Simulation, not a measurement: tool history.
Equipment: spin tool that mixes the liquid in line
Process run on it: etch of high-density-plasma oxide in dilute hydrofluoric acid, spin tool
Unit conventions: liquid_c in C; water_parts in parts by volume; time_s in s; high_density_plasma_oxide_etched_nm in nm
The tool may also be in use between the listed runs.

| run | day | liquid_c | water_parts | time_s | high_density_plasma_oxide_etched_nm |
|---|---|---|---|---|---|
| 1 | 0 | 24 | 165 | 90 | 5.7375 |
| 2 | 0.175 | 22 | 180 | 90 | 4.8301 |
| 3 | 0.262 | 22 | 125 | 90 | 7.3089 |
| 4 | 0.525 | 20.5 | 150 | 90 | 5.645 |
| 5 | 0.638 | 20.5 | 115 | 90 | 7.6227 |
| 6 | 0.679 | 20.5 | 70 | 90 | 13.033 |
| 7 | 0.846 | 19.5 | 105 | 90 | 8.1007 |
| 8 | 1.025 | 19 | 130 | 90 | 6.212 |
| 9 | 1.246 | 18.5 | 145 | 90 | 5.4498 |
| 10 | 1.525 | 18 | 160 | 90 | 4.6685 |
| 11 | 1.825 | 17.5 | 170 | 90 | 4.2773 |
| 12 | 2.071 | 17.5 | 180 | 90 | 4.0547 |

For run 13, what comes out?
| 13 | 2.104 | 17.5 | 190 | 90 | ? |

high_density_plasma_oxide_etched_nm: 3.7956 nm
